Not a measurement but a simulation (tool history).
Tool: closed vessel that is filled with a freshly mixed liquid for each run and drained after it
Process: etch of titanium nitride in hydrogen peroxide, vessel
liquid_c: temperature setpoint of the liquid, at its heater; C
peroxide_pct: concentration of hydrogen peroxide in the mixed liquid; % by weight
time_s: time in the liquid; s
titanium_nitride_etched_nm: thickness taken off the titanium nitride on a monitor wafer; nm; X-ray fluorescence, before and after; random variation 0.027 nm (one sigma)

run,hour,liquid_c,peroxide_pct,time_s,titanium_nitride_etched_nm
1,0.0,44.0,17.5,175,7.6332
2,2.7,44.0,15.5,175,7.3921
3,7.8,42.5,15.5,175,6.5918
4,16.0,36.5,15.5,175,4.1651
5,20.4,36.0,15.5,175,3.9972
6,25.2,36.0,15.5,185,4.2080

Forecast run 7:
7,26.7,35.5,15.5,185,?

{"run 7": {"titanium_nitride_etched_nm": 4.039}}

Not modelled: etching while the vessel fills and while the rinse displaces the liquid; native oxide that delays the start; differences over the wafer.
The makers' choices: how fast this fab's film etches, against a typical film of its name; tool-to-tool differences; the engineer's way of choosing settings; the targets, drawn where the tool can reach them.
